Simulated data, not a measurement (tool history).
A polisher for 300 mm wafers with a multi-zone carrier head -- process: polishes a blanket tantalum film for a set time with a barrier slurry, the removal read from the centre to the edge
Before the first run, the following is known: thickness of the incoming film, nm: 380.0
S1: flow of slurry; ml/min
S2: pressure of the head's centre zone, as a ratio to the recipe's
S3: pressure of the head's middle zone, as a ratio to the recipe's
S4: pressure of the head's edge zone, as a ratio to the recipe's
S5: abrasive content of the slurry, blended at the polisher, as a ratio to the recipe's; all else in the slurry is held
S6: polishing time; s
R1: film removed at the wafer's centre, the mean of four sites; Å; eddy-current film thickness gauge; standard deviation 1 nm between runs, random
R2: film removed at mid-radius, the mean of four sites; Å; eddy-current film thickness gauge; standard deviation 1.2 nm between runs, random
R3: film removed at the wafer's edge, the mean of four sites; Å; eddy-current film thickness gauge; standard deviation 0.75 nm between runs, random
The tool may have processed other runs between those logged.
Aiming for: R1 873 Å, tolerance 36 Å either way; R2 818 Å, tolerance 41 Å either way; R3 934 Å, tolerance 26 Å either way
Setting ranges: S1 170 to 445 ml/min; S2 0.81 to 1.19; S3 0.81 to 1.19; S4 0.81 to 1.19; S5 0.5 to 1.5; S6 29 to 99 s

run,day,S1,S2,S3,S4,S5,S6,R1,R2,R3
1,0,285,1,1,1,1,64,1401.5,1386.4,1373.4
2,0.062,285,1,0.96,1,1,64,1379.2,1372.5,1354.2
3,0.088,250,1,0.96,1,1,64,1346.3,1319.1,1372.5
4,0.221,250,1,0.96,1,1,79,1657.6,1641.1,1705.2
5,0.392,250,1,0.88,1,1,79,1673.7,1568,1695.3
6,0.621,250,1,0.88,1,1,89,1877.1,1741,1914.1
7,0.938,245,0.99,0.87,1,0.95,84,1723.6,1646.2,1772.7
8,0.983,235,0.99,0.86,1.02,0.9,78,1603.7,1469.1,1627.6
9,1.117,235,0.99,0.86,1.02,0.9,78,1549.7,1474,1660.5
10,1.304,230,0.99,0.85,1.01,0.85,74,1518.3,1364.1,1557.3
11,1.638,230,0.98,0.85,1,0.8,70,1394.3,1301.6,1416.4
12,1.904,225,0.97,0.84,1.01,0.75,66,1266.3,1155.5,1321.8
13,2.038,215,0.89,0.83,0.91,0.5,49,779.54,787.31,850.87
14,2.104,220,0.9,0.83,0.92,0.5,49,799.9,786.63,866.18
15,2.417,225,0.9,0.83,0.93,0.5,49,790.47,789.05,865.92
16,2.717,225,0.91,0.83,0.94,0.5,49,800.72,784.01,865.74
17,2.867,225,0.91,0.83,0.95,0.5,49,790.72,806.45,882.5
18,2.908,220,0.92,0.83,0.96,0.5,49,820.88,823.78,881.73
19,3.271,225,0.92,0.83,0.96,0.5,49,804.31,808.97,882.61
20,3.521,225,0.93,0.83,0.96,0.5,49,811.11,794.23,878.86
21,3.796,225,0.94,0.83,0.97,0.5,49,835.63,797.9,885.78

Exercise: of the 4 proposed moves below, exactly one satisfies all targets within the stated allowed misses. Which move is it?
A,4.071,230,1,0.89,0.95,0.55,48,?,?,?
B,4.071,190,0.96,0.88,0.98,0.5,49,?,?,?
C,4.071,250,0.95,0.92,0.81,0.5,49,?,?,?
D,4.071,235,0.97,0.83,1.03,0.6,48,?,?,?

move,R1,R2,R3
A,890.37,836.13,865.99
B,834.76,812.72,865.35
C,853.74,862.9,810.65
D,881.66,815.12,919.49
A: lands further from the targets than the last run did
B: lands further from the targets than the last run did
C: lands further from the targets than the last run did
D: meets every target
Correct choice: D, which meets every target
